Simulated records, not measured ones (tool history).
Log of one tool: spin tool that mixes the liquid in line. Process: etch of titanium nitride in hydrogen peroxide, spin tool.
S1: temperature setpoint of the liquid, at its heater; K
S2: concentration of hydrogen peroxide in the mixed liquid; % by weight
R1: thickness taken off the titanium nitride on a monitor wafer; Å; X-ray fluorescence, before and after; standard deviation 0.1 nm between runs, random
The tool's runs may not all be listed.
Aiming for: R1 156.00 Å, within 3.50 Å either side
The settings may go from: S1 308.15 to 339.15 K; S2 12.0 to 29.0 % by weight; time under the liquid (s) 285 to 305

run 1 hour=0.0 | S1=324.15 S2=19.5 time_under_the_liquid_(s)=285 | R1=107.90
run 2 hour=3.5 | S1=325.65 S2=19.5 time_under_the_liquid_(s)=285 | R1=121.58
run 3 hour=9.0 | S1=326.65 S2=19.5 time_under_the_liquid_(s)=285 | R1=130.39
run 4 hour=11.0 | S1=326.65 S2=19.5 time_under_the_liquid_(s)=305 | R1=140.44
run 5 hour=17.5 | S1=327.15 S2=19.5 time_under_the_liquid_(s)=305 | R1=142.80
run 6 hour=21.4 | S1=327.15 S2=19.5 time_under_the_liquid_(s)=285 | R1=134.04
run 7 hour=26.6 | S1=327.65 S2=19.5 time_under_the_liquid_(s)=285 | R1=141.49
run 8 hour=29.7 | S1=328.15 S2=19.5 time_under_the_liquid_(s)=285 | R1=145.41
run 9 hour=32.1 | S1=328.65 S2=19.5 time_under_the_liquid_(s)=285 | R1=151.21

Next run, 5 choices. One meets every target within its allowed miss, the rest don't. Which?
run A hour=34.5 | S1=327.65 S2=16.0 time_under_the_liquid_(s)=305 | R1=?
run B hour=34.5 | S1=328.15 S2=21.5 time_under_the_liquid_(s)=285 | R1=?
run C hour=34.5 | S1=327.15 S2=21.5 time_under_the_liquid_(s)=305 | R1=?
run D hour=34.5 | S1=328.15 S2=21.0 time_under_the_liquid_(s)=305 | R1=?
run E hour=34.5 | S1=327.65 S2=18.5 time_under_the_liquid_(s)=295 | R1=?

move=A R1=142.32
move=B R1=146.69
move=C R1=146.33
move=D R1=156.19
move=E R1=141.96
A: further off than the last run
B: further off than the last run
C: further off than the last run
D: all results in spec
E: further off than the last run
Correct choice: D, which meets every target

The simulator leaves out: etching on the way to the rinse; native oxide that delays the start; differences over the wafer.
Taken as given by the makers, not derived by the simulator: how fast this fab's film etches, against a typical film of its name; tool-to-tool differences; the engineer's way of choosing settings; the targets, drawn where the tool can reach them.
